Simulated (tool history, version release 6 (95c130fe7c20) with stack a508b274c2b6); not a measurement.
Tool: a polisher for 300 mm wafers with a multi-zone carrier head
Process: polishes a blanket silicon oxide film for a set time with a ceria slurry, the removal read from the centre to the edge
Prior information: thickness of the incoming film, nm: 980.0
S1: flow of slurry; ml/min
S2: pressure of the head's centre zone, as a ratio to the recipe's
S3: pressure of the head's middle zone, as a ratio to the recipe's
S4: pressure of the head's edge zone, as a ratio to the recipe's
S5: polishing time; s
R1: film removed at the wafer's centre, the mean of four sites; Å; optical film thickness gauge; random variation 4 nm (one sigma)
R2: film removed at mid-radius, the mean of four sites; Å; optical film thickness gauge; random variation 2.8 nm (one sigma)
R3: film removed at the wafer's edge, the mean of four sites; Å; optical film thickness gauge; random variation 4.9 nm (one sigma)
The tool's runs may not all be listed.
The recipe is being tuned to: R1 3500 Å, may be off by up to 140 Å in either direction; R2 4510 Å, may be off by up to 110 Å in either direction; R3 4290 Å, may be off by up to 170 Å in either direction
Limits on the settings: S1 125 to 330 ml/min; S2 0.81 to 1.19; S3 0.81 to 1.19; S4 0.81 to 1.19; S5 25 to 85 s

run,day,S1,S2,S3,S4,S5,R1,R2,R3
1,0,210,1,1,1,55,2940.5,3006.3,3106.7
2,0.192,220,0.99,1.03,1.03,57,3024.5,3184.1,3300.9
3,0.321,220,0.99,1.03,1.03,51,2820.1,2851.1,2903.1
4,0.554,220,0.98,1.05,1.03,54,2889.4,3061.4,3076.6
5,0.842,220,0.97,1.07,1.04,57,3071.5,3308.7,3246.8
6,0.975,225,0.94,1.08,1.06,59,3089.1,3445,3424.4
7,1.104,230,0.92,1.1,1.07,61,3182.3,3621.2,3624.8
8,1.358,235,0.91,1.12,1.07,62,3176.3,3730.2,3722.5
9,1.383,235,0.9,1.13,1.06,63,3134.1,3841.1,3688.9
10,1.504,240,0.9,1.14,1.07,64,3183.5,3894.4,3803
11,1.788,240,0.9,1.15,1.07,65,3244.1,3983.6,3727.4
12,1.867,240,0.89,1.16,1.08,66,3232.9,4132.6,3855.2
13,2.104,245,0.89,1.16,1.09,67,3392.5,4144.5,3961.5
14,2.371,245,0.88,1.16,1.09,68,3344.1,4220.2,4074.4

Which of these 5 next moves meets every target?
A,2.638,240,0.87,1.19,1.14,64,?,?,?
B,2.638,215,0.95,1.06,1.19,67,?,?,?
C,2.638,260,0.95,1.1,1.12,63,?,?,?
D,2.638,260,0.89,1.19,1.14,70,?,?,?
E,2.638,285,0.89,1.18,0.96,74,?,?,?

move,R1,R2,R3
A,3094,4024.7,3944.5
B,3466.8,3812.4,4181
C,3352.9,3775.6,3880.4
D,3498,4445.2,4346.5
E,3740.1,4719.5,4254.5
A: misses by more than the last run did
B: misses by more than the last run did
C: misses by more than the last run did
D: each result inside its tolerance
E: moves the result that the last run missed by most past its target, out the other side
D is the move that brings every result within its allowed miss.

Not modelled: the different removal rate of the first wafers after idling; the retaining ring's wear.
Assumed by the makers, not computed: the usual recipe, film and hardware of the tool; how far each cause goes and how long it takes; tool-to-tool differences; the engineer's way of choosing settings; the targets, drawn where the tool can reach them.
